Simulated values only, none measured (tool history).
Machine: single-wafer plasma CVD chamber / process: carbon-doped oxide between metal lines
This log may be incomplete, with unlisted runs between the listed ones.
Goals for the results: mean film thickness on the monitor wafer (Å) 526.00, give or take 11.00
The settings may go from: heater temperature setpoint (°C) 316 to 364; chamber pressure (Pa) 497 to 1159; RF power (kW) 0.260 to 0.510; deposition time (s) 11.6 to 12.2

run  hour  heater temperature setpoint (°C)  chamber pressure (Pa)  RF power (kW)  deposition time (s)  mean film thickness on the monitor wafer (Å)
  1   0.0                               340                    828          0.385                 12.2                                        614.32
  2   1.0                               340                    828          0.385                 11.6                                        581.92
  3   3.1                               340                    948          0.385                 11.6                                        584.63
  4  10.9                               336                    948          0.385                 11.6                                        590.85
  5  12.3                               336                   1029          0.385                 11.6                                        590.06
  6  18.8                               338                   1031          0.375                 11.6                                        572.54
  7  26.1                               340                   1036          0.370                 11.6                                        566.18
  8  26.7                               342                   1037          0.365                 11.6                                        549.55
     31.5  -- thermocouple changed; heater temperature recalibrated
  9  31.5                               343                   1040          0.365                 11.6                                        548.64
 10  39.2                               344                   1043          0.365                 11.6                                        545.77

Which one of the following 5 next-run settings gets every result inside its allowed miss? There is exactly one.
  A  46.9                               341                   1156          0.330                 12.2                                             ?
  B  46.9                               338                   1045          0.360                 12.1                                             ?
  C  46.9                               344                    937          0.375                 12.2                                             ?
  D  46.9                               355                   1156          0.365                 12.2                                             ?
  E  46.9                               344                   1043          0.380                 11.6                                             ?

move  mean film thickness on the monitor wafer (Å)
   A                                        526.04
   B                                        572.53
   C                                        588.18
   D                                        561.92
   E                                        570.02
A: meets every target
B: further off than the last run
C: further off than the last run
D: further off than the last run
E: further off than the last run
Answer: A
